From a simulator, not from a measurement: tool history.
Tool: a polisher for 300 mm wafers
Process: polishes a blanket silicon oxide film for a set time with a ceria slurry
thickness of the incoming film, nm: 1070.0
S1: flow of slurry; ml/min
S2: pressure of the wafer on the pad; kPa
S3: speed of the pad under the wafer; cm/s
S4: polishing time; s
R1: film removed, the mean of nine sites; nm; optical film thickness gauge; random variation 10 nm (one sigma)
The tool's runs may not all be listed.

run,day,S1,S2,S3,S4,R1
1,0,155,28.3,98,89,395.07
2,0.346,155,29.6,98,89,413.85
3,0.658,155,22.8,98,89,319.43
4,0.812,155,22.8,106,89,342.57
5,0.979,155,24.8,106,89,368.17
6,1.288,155,24.8,106,89,368.85
7,1.396,155,26.2,106,89,390.72
8,1.646,155,27.6,106,89,404.59

The next listed run, before its measurement:
# day 1.925: worn pad replaced by a new one
9,1.925,155,29,106,89,?

R1: 459.49 nm

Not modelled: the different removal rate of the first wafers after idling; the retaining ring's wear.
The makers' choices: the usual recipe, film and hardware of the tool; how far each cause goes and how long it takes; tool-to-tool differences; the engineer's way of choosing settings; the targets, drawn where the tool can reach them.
